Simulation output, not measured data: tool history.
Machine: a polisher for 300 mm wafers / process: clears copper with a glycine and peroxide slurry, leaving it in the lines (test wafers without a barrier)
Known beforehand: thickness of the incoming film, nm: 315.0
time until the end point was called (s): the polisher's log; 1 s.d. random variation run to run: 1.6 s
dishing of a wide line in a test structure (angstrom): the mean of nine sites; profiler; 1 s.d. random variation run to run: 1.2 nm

run	day	flow of slurry (ml/min)	pressure of the wafer on the pad (psi)	speed of the pad under the wafer (m/s)	overpolish time after the end point (s)	time until the end point was called (s)	dishing of a wide line in a test structure (angstrom)
1	0	175	1.8	1.14	29	66.542	770
2	0.192	155	1.8	1.14	29	66.201	753.23
3	0.362	155	1.7	1.14	28	69.47	724.83
4	0.521	180	1.7	1.14	28	66.376	732.2
5	0.671	180	1.7	1.24	28	63.751	751.59
6	0.967	180	1.6	1.22	27	66.962	715.52

Run 7 has not been measured yet. What should we expect?
7	1.158	180	1.5	1.2	26	?	?

Run 7 yielded time until the end point was called (s) 68.461, dishing of a wide line in a test structure (angstrom) 684.99.
